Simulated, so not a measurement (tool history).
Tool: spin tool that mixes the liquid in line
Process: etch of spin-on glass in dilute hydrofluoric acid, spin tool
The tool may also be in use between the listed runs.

run,hour,temperature setpoint of the liquid (K),parts of water to one part of 49 % hydrofluoric acid (parts by volume),time under the liquid (s),thickness taken off the spin-on glass on a monitor wafer (angstrom)
1,0.0,298.15,195,185,471.25
2,5.7,299.65,180,185,546.01
3,6.4,300.65,165,185,617.60
4,12.0,303.15,165,185,685.41
5,19.0,305.65,165,185,751.71
# hour 21.4: hydrofluoric acid flow meter replaced
6,21.4,305.65,155,185,759.79
7,29.1,306.15,90,185,1470.60
8,31.9,304.15,90,185,1360.70
9,36.0,302.65,90,185,1273.90
10,40.5,301.65,90,185,1224.40

The next listed run, before its measurement:
11,42.1,300.65,90,185,?

For run 11 the tool returned thickness taken off the spin-on glass on a monitor wafer (angstrom) 1186.00.

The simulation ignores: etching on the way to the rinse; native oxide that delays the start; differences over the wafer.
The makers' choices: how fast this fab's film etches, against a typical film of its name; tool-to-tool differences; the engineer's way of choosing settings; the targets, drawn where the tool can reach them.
